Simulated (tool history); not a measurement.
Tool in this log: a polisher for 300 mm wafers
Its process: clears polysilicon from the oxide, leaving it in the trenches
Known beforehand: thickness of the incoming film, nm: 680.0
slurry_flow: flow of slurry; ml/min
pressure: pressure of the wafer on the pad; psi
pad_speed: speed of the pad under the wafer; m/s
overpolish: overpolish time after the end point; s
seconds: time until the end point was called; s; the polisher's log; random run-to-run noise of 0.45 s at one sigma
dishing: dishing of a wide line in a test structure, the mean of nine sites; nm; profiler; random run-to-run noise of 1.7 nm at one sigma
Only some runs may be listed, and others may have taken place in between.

| run | hour | slurry_flow | pressure | pad_speed | overpolish | seconds | dishing |
|---|---|---|---|---|---|---|---|
| 1 | 0 | 200 | 2.1 | 1.3 | 14 | 50.991 | 73.516 |
| 2 | 5.1 | 200 | 2.2 | 1.3 | 14 | 48.389 | 73.368 |
| 3 | 5.8 | 200 | 2.2 | 1.06 | 14 | 59.779 | 70.518 |
| 4 | 10 | 200 | 2.2 | 0.8 | 14 | 76.005 | 64.614 |
| 5 | 13.2 | 200 | 2.2 | 0.58 | 14 | 104.53 | 59.108 |
| 6 | 20.2 | 200 | 2.4 | 0.64 | 14 | 87.673 | 60.799 |
| 7 | 29.1 | 215 | 3 | 1 | 20 | 46.928 | 74.897 |
| 8 | 31.6 | 215 | 3 | 1.02 | 20 | 45.291 | 75.187 |

Run 9 is up next; what results do you expect?
| 9 | 40.6 | 215 | 3 | 1.02 | 20 | ? | ? |

seconds: 44.198 s
dishing: 76.985 nm
